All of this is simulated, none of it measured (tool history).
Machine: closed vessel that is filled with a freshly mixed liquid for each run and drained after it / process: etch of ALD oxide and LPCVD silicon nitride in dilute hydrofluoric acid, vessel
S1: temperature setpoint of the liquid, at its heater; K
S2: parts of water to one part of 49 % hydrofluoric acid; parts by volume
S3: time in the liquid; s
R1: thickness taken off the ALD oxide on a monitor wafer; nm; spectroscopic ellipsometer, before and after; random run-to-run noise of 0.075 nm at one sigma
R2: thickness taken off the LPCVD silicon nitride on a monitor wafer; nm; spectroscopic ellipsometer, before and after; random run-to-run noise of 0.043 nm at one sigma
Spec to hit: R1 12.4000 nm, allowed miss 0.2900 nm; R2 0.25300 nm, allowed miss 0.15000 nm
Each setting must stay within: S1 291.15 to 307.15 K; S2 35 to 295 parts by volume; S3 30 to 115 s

run 1 day=0.000 | S1=299.15 S2=165 S3=60 | R1=10.6920 R2=0.21917
run 2 day=0.367 | S1=299.15 S2=115 S3=60 | R1=16.5230 R2=0.31511
run 3 day=0.712 | S1=299.15 S2=155 S3=60 | R1=11.5800 R2=0.20299
run 4 day=0.958 | S1=299.15 S2=155 S3=50 | R1=9.6559 R2=0.22603
run 5 day=1.300 | S1=300.15 S2=155 S3=50 | R1=10.0110 R2=0.15313
run 6 day=1.629 | S1=300.15 S2=155 S3=35 | R1=7.0952 R2=0.10794
run 7 day=1.708 | S1=300.65 S2=145 S3=35 | R1=7.7083 R2=0.13001
run 8 day=1.746 | S1=304.65 S2=100 S3=35 | R1=13.7880 R2=0.27232
run 9 day=2.067 | S1=304.15 S2=100 S3=35 | R1=13.6260 R2=0.28526
run 10 day=2.100 | S1=303.65 S2=100 S3=35 | R1=13.4570 R2=0.26279
run 11 day=2.312 | S1=303.15 S2=100 S3=35 | R1=13.1610 R2=0.24351
run 12 day=2.525 | S1=302.65 S2=100 S3=35 | R1=12.8970 R2=0.16756
run 13 day=2.562 | S1=304.15 S2=115 S3=35 | R1=11.6550 R2=0.16179
run 14 day=2.933 | S1=303.65 S2=110 S3=35 | R1=12.0760 R2=0.29501

Of the 4 settings listed for the next run, only one would bring every result within its allowed miss of target. Which one?
run A day=3.304 | S1=303.65 S2=120 S3=40 | R1=? R2=?
run B day=3.304 | S1=304.65 S2=115 S3=35 | R1=? R2=?
run C day=3.304 | S1=307.15 S2=155 S3=45 | R1=? R2=?
run D day=3.304 | S1=304.65 S2=130 S3=40 | R1=? R2=?

move=A R1=12.4140 R2=0.17004
move=B R1=11.8390 R2=0.16522
move=C R1=11.6560 R2=0.18194
move=D R1=11.7190 R2=0.16671
A: all results land within tolerance of their targets
B: its largest miss is bigger than the last run's
C: its largest miss is bigger than the last run's
D: its largest miss is bigger than the last run's
Move A is the one to make.
